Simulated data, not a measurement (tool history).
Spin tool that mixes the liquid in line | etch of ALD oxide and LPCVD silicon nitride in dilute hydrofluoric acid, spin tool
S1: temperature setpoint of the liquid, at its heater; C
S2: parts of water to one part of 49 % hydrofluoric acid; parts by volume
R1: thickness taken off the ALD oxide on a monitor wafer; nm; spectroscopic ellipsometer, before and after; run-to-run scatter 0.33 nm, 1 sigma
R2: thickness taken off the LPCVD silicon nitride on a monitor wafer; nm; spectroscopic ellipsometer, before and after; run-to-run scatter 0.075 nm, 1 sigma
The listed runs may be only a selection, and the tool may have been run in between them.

Run 1, hour 0: S1 22 C, S2 65 parts by volume, time under the liquid (s) 90. Result: R1 16.193 nm, R2 0.51905 nm.
Run 2, hour 7.6: S1 24 C, S2 65 parts by volume, time under the liquid (s) 90. Result: R1 18.045 nm, R2 0.6041 nm.
Run 3, hour 13: S1 22 C, S2 65 parts by volume, time under the liquid (s) 90. Result: R1 16.143 nm, R2 0.52178 nm.
Run 4, hour 16.7: S1 23.5 C, S2 60 parts by volume, time under the liquid (s) 90. Result: R1 18.946 nm, R2 0.6081 nm.
Run 5, hour 25.3: S1 25.5 C, S2 60 parts by volume, time under the liquid (s) 90. Result: R1 20.47 nm, R2 0.72668 nm.
Run 6, hour 29.6: S1 25.5 C, S2 60 parts by volume, time under the liquid (s) 50. Result: R1 11.459 nm, R2 0.45262 nm.
Run 7, hour 31.7: S1 26 C, S2 50 parts by volume, time under the liquid (s) 55. Result: R1 15.416 nm, R2 0.60651 nm.
Run 8, hour 37.4: S1 26.5 C, S2 45 parts by volume, time under the liquid (s) 60. Result: R1 19.47 nm, R2 0.66718 nm.

Forecast run 9:
Run 9, hour 38.5: S1 27 C, S2 40 parts by volume, time under the liquid (s) 60. Result: R1 ?, R2 ?.

{"run 9": {"R1": 22.743, "R2": 0.77707}}
